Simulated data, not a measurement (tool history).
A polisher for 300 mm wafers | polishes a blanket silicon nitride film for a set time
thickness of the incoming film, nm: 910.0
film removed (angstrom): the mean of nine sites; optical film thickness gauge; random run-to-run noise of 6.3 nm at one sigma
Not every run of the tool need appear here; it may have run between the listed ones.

run,hour,flow of slurry (ml/min),pressure of the wafer on the pad (psi),speed of the pad under the wafer (cm/s),polishing time (s),film removed (angstrom)
1,0,305,3.5,132,107,2389
2,3.6,305,4.3,132,107,2870.2
3,10.1,305,4.6,142,108,3305.8
4,18.9,305,4.8,148,108,3572.1
5,24,365,4.8,148,108,3603.6
6,24.7,365,4.9,154,108,3777.7
7,31.9,365,5,158,108,3922.7
8,35,365,5.1,162,108,3953.8

Expected results for the next run?
9,37.1,365,5.2,168,109,?

film removed (angstrom): 4325.7
